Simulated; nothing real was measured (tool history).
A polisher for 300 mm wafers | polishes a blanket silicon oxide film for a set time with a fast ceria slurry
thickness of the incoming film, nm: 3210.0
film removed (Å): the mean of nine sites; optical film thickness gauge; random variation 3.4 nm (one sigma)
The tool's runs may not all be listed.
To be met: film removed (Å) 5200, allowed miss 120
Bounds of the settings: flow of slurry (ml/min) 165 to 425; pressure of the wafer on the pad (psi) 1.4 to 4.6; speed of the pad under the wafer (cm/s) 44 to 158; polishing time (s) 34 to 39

run	day	flow of slurry (ml/min)	pressure of the wafer on the pad (psi)	speed of the pad under the wafer (cm/s)	polishing time (s)	film removed (Å)
1	0	275	3	100	39	5889.2
2	0.038	275	3	112	39	6487
3	0.208	275	3	112	34	5697
4	0.504	275	3.3	112	34	6243.7
5	0.858	270	3.2	112	34	5949.5
6	0.917	270	3.2	112	39	6879.7
7	1.108	270	3	112	39	6482.2
8	1.417	270	3	112	39	6452.6
9	1.608	270	2.8	112	39	6134.9
# day 1.721: worn pad replaced by a new one
10	1.721	270	2.7	112	39	6656.7
11	1.962	270	2.7	106	39	6235.5
12	2.154	270	2.5	102	39	5687.2
13	2.25	270	2.4	102	39	5450.8

5 next moves are on the table. One of them brings every result within its allowed miss. Which?
A	2.346	280	2.5	114	34	?
B	2.346	230	2.4	104	39	?
C	2.346	205	2.8	104	36	?
D	2.346	270	2.5	100	37	?
E	2.346	240	3.1	86	37	?

move	film removed (Å)
A	5456.9
B	5452
C	5757.8
D	5217.4
E	5461.1
A: as far off as the last run
B: as far off as the last run
C: further off than the last run
D: meets every target
E: as far off as the last run
Move D is the one to make.

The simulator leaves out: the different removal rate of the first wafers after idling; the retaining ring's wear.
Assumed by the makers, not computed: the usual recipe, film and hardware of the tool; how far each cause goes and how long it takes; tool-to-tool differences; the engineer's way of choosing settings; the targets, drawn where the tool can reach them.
